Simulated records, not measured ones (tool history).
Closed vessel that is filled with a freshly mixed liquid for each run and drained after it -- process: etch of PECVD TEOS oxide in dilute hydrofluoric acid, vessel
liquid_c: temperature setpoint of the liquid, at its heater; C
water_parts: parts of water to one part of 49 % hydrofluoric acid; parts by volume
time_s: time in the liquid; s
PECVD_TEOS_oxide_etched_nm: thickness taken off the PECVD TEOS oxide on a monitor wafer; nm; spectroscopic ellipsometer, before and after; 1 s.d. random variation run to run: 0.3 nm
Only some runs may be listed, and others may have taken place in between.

run 1 hour=0.0 | liquid_c=23.0 water_parts=300 time_s=785 | PECVD_TEOS_oxide_etched_nm=35.792
run 2 hour=6.4 | liquid_c=24.0 water_parts=300 time_s=785 | PECVD_TEOS_oxide_etched_nm=37.204
run 3 hour=9.9 | liquid_c=24.0 water_parts=300 time_s=845 | PECVD_TEOS_oxide_etched_nm=39.879
run 4 hour=18.2 | liquid_c=21.0 water_parts=300 time_s=845 | PECVD_TEOS_oxide_etched_nm=35.920
run 5 hour=23.5 | liquid_c=18.0 water_parts=300 time_s=845 | PECVD_TEOS_oxide_etched_nm=32.085
run 6 hour=29.8 | liquid_c=18.0 water_parts=300 time_s=785 | PECVD_TEOS_oxide_etched_nm=29.910

Run 7 has not been measured yet. What should we expect?
run 7 hour=38.4 | liquid_c=19.5 water_parts=300 time_s=785 | PECVD_TEOS_oxide_etched_nm=?

Run 7 gave PECVD_TEOS_oxide_etched_nm 31.409 nm.

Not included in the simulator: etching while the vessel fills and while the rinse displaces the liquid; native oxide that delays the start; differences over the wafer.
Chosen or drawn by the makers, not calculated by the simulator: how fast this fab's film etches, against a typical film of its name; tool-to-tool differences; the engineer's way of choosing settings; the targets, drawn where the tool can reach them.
